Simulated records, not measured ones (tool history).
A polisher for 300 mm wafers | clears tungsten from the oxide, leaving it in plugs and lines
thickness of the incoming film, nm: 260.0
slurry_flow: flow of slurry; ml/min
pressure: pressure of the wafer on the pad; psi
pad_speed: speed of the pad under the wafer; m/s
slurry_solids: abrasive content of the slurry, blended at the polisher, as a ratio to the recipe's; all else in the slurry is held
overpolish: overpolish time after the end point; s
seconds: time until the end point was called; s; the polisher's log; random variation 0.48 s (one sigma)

{"run": 1, "hour": 0.0, "slurry_flow": 315, "pressure": 4.2, "pad_speed": 1.22, "slurry_solids": 1, "overpolish": 6, "seconds": 44.454}
{"run": 2, "hour": 1.4, "slurry_flow": 315, "pressure": 4.2, "pad_speed": 1.36, "slurry_solids": 1, "overpolish": 6, "seconds": 40.785}
{"run": 3, "hour": 3.1, "slurry_flow": 315, "pressure": 4.2, "pad_speed": 1.06, "slurry_solids": 1, "overpolish": 6, "seconds": 51.311}
{"run": 4, "hour": 4.8, "slurry_flow": 240, "pressure": 4.2, "pad_speed": 1.06, "slurry_solids": 1, "overpolish": 6, "seconds": 52.376}
{"run": 5, "hour": 11.9, "slurry_flow": 240, "pressure": 3.6, "pad_speed": 1.06, "slurry_solids": 1, "overpolish": 6, "seconds": 58.899}
{"run": 6, "hour": 16.7, "slurry_flow": 240, "pressure": 3.9, "pad_speed": 1.06, "slurry_solids": 1, "overpolish": 6, "seconds": 55.69}

Run 7 comes next. What will it give?
{"run": 7, "hour": 22.0, "slurry_flow": 240, "pressure": 4.1, "pad_speed": 1.06, "slurry_solids": 1, "overpolish": 6, "seconds": "?"}

{"run 7": {"seconds": 53.857}}
